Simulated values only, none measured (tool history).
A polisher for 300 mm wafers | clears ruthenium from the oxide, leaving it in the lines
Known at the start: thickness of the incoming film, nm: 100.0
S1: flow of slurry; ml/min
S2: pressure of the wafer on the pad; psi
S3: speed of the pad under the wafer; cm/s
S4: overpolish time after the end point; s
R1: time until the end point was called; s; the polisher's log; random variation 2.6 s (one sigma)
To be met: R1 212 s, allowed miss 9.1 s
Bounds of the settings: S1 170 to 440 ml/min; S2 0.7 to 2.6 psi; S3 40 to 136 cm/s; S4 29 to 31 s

run	hour	S1	S2	S3	S4	R1
1	0	280	1.6	88	29	146.97
2	2.9	280	1.4	88	29	165.9
3	5.1	280	1.4	88	29	164.59
4	12.1	280	1.4	98	29	149.15
5	16.9	280	1.4	110	29	132.24
6	20.7	280	1.2	108	29	156.81
7	23.1	280	1.2	108	29	154.28
8	31.6	280	1.1	108	29	165.72
9	37.1	280	1	108	29	188.82

5 next moves are on the table. One of them brings every result within its allowed miss. Which?
A	42.6	220	1.1	116	31	?
B	42.6	305	0.9	118	29	?
C	42.6	200	1	114	31	?
D	42.6	320	1.5	84	29	?
E	42.6	280	0.9	104	29	?

move	R1
A	161.37
B	188.17
C	180.91
D	160.05
E	213.98
A: further off than the last run
B: as far off as the last run
C: further off than the last run
D: further off than the last run
E: meets every target
Answer: E

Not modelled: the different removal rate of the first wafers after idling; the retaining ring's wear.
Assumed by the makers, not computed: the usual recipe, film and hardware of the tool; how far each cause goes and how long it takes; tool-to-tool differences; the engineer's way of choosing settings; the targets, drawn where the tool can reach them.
